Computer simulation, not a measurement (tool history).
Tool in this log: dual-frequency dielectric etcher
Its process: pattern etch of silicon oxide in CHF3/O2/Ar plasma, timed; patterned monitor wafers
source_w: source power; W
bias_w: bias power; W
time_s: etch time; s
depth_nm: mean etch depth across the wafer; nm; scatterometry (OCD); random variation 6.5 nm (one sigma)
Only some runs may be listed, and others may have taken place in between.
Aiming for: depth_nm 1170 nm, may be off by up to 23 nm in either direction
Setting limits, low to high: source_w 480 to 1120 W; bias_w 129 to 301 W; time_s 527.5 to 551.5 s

| run | hour | source_w | bias_w | time_s | depth_nm |
|---|---|---|---|---|---|
| 1 | 0 | 800 | 215 | 527.5 | 1249.3 |
| 2 | 8.2 | 920 | 215 | 527.5 | 1338.5 |
| 3 | 10 | 920 | 181 | 527.5 | 1255.8 |
| 4 | 16.6 | 900 | 180 | 527.5 | 1236.7 |
| 5 | 22.3 | 900 | 180 | 551.5 | 1288.1 |
| 6 | 29.2 | 870 | 179 | 551.5 | 1271 |
| 7 | 33 | 870 | 179 | 551.5 | 1269.8 |
| 8 | 36.5 | 850 | 178 | 551.5 | 1272.6 |
| 9 | 45.1 | 690 | 162 | 550 | 1104.5 |
| 10 | 53.6 | 710 | 163 | 550 | 1123.2 |
| 11 | 62.1 | 720 | 163 | 550 | 1130.8 |
| 12 | 69.1 | 730 | 163 | 550 | 1132.2 |
| 13 | 74.3 | 800 | 167 | 550.5 | 1183.1 |

Consider the 4 candidate settings below. Which is the only one whose results all fall within their allowed miss of target?
| A | 79.5 | 970 | 145 | 538 | ? |
| B | 79.5 | 830 | 174 | 541 | ? |
| C | 79.5 | 820 | 184 | 540 | ? |
| D | 79.5 | 740 | 169 | 551.5 | ? |

| move | depth_nm |
|---|---|
| A | 1222.5 |
| B | 1219.1 |
| C | 1233.9 |
| D | 1168.1 |
A: the biggest miss grows against the last run
B: the biggest miss grows against the last run
C: the biggest miss grows against the last run
D: meets every target
D meets every target.
